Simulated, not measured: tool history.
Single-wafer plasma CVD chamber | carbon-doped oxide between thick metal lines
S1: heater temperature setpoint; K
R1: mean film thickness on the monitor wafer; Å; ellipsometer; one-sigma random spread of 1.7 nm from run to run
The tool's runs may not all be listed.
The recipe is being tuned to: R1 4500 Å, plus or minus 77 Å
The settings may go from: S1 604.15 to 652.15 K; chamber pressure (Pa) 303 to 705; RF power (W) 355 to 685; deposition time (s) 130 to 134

Run 1, day 0: S1 628.15 K, chamber pressure (Pa) 504, RF power (W) 520, deposition time (s) 130. Result: R1 5843.2 Å.
Run 2, day 0.188: S1 628.15 K, chamber pressure (Pa) 504, RF power (W) 465, deposition time (s) 130. Result: R1 5340.1 Å.
Run 3, day 0.546: S1 628.15 K, chamber pressure (Pa) 504, RF power (W) 465, deposition time (s) 134. Result: R1 5474.9 Å.
Run 4, day 0.875: S1 628.15 K, chamber pressure (Pa) 504, RF power (W) 535, deposition time (s) 134. Result: R1 6180.1 Å.
Run 5, day 1.088: S1 631.15 K, chamber pressure (Pa) 457, RF power (W) 480, deposition time (s) 134. Result: R1 5529.5 Å.
Run 6, day 1.379: S1 631.15 K, chamber pressure (Pa) 457, RF power (W) 540, deposition time (s) 134. Result: R1 6064.9 Å.
Run 7, day 1.646: S1 631.15 K, chamber pressure (Pa) 457, RF power (W) 540, deposition time (s) 134. Result: R1 6089.9 Å.
Run 8, day 1.962: S1 634.15 K, chamber pressure (Pa) 415, RF power (W) 490, deposition time (s) 134. Result: R1 5524.6 Å.
At day 2.1: thermocouple changed; heater temperature recalibrated.
Run 9, day 2.1: S1 634.15 K, chamber pressure (Pa) 415, RF power (W) 490, deposition time (s) 134. Result: R1 5588.9 Å.
Run 10, day 2.233: S1 635.15 K, chamber pressure (Pa) 403, RF power (W) 445, deposition time (s) 134. Result: R1 5106.4 Å.
Run 11, day 2.425: S1 637.15 K, chamber pressure (Pa) 375, RF power (W) 425, deposition time (s) 134. Result: R1 4794.1 Å.
Run 12, day 2.517: S1 640.15 K, chamber pressure (Pa) 351, RF power (W) 420, deposition time (s) 134. Result: R1 4700.1 Å.
Run 13, day 2.638: S1 642.15 K, chamber pressure (Pa) 337, RF power (W) 420, deposition time (s) 134. Result: R1 4655.4 Å.
Run 14, day 2.9: S1 644.15 K, chamber pressure (Pa) 327, RF power (W) 420, deposition time (s) 134. Result: R1 4617 Å.
Run 15, day 2.975: S1 645.15 K, chamber pressure (Pa) 319, RF power (W) 420, deposition time (s) 134. Result: R1 4618.8 Å.

Consider the 4 candidate settings below. Which is the only one whose results all fall within their allowed miss of target?
Run A, day 3.05: S1 644.15 K, chamber pressure (Pa) 319, RF power (W) 425, deposition time (s) 134. Result: R1 ?.
Run B, day 3.05: S1 637.15 K, chamber pressure (Pa) 303, RF power (W) 435, deposition time (s) 130. Result: R1 ?.
Run C, day 3.05: S1 649.15 K, chamber pressure (Pa) 413, RF power (W) 420, deposition time (s) 134. Result: R1 ?.
Run D, day 3.05: S1 639.15 K, chamber pressure (Pa) 392, RF power (W) 395, deposition time (s) 134. Result: R1 ?.

move      R1
   A  4679.1
   B  4685.6
   C  4708.6
   D  4475.8
A: lands further from the targets than the last run did
B: lands further from the targets than the last run did
C: lands further from the targets than the last run did
D: all results land within tolerance of their targets
Answer: D

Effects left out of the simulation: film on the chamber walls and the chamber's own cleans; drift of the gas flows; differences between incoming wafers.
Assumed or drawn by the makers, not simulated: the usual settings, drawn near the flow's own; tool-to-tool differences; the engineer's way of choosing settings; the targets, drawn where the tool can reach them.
